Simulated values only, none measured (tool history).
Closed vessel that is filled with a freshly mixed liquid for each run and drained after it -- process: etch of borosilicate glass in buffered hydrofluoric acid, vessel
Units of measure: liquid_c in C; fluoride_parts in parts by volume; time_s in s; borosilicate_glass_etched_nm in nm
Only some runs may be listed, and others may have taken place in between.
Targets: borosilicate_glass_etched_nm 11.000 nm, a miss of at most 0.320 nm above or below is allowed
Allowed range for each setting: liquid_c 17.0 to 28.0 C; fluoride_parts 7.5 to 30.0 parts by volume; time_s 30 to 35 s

run	hour	liquid_c	fluoride_parts	time_s	borosilicate_glass_etched_nm
1	0.0	20.0	21.0	35	16.614
2	8.8	19.0	23.0	35	14.785
3	13.4	19.0	27.0	35	13.273
4	15.5	20.5	27.0	35	14.456
5	16.1	19.5	27.5	35	13.495
6	17.7	19.5	22.5	35	15.454
7	22.2	19.0	24.5	35	14.231
8	24.9	18.5	26.0	35	13.193
9	27.0	18.0	27.0	35	12.572
10	30.1	17.5	28.0	35	11.895
11	34.0	17.5	28.5	35	11.839
12	42.3	17.5	29.0	35	11.685

4 candidate next runs follow, results not yet known. Just one meets every target within its allowed miss. Identify it.
A	50.6	18.0	28.0	35	?
B	50.6	19.0	29.0	35	?
C	50.6	17.0	27.5	35	?
D	50.6	17.0	30.0	35	?

move	borosilicate_glass_etched_nm
A	12.213
B	12.602
C	11.693
D	11.004
A: misses by more than the last run did
B: misses by more than the last run did
C: neither nearer nor further off than the last run
D: in spec on every target
Move D is the one to make.

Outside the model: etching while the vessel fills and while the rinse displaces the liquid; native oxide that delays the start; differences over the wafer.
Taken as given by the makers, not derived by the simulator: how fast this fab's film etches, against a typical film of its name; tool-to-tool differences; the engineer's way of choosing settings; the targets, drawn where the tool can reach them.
